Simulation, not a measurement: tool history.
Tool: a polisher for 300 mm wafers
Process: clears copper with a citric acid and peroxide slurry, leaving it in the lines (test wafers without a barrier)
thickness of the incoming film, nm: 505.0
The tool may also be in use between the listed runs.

run	hour	flow of slurry (ml/min)	pressure of the wafer on the pad (psi)	speed of the pad under the wafer (cm/s)	abrasive content of the slurry	overpolish time after the end point (s)	time until the end point was called (s)	dishing of a wide line in a test structure (Å)
1	0	140	4.1	104	1	11	164.99	239.14
2	5.4	140	4.1	104	1	8	168.32	180.25
3	12.1	140	3.4	100	1	7	210.37	126.51
4	16.4	155	3.4	100	1	7	206.36	128.35
5	19.9	155	3.4	100	1.1	7	194.05	129.02
6	27.2	155	3.4	100	0.9	7	214.15	120.21
7	29.4	150	2.9	100	0.9	7	242.32	106.92
8	38.2	150	2.6	100	0.9	7	278.78	96.363
9	42.8	145	2.5	100	0.9	6	291.17	77.64

Run 10, settings as shown, results not yet in. Your forecast:
10	48	140	2.5	100	0.9	6	?	?

{"run 10": {"time until the end point was called (s)": 285.85, "dishing of a wide line in a test structure (Å)": 83.625}}
